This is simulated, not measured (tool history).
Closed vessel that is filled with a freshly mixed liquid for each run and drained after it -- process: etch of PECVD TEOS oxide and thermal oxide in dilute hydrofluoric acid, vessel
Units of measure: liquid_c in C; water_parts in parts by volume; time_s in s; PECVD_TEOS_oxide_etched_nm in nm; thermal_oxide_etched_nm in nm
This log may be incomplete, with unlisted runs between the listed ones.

run,hour,liquid_c,water_parts,time_s,PECVD_TEOS_oxide_etched_nm,thermal_oxide_etched_nm
1,0.0,25,285,845,47.417,10.286
2,8.3,27,230,845,65.652,14.381
3,13.9,30,230,845,73.746,15.999
4,22.9,31,195,845,94.076,20.518
5,26.1,33,195,845,99.046,21.897
6,34.5,33,195,1070,129.200,27.447

Run 7, settings as shown, results not yet in. Your forecast:
7,41.8,33,185,1065,?,?

Run 7 produced PECVD_TEOS_oxide_etched_nm 135.650 nm, thermal_oxide_etched_nm 29.304 nm.
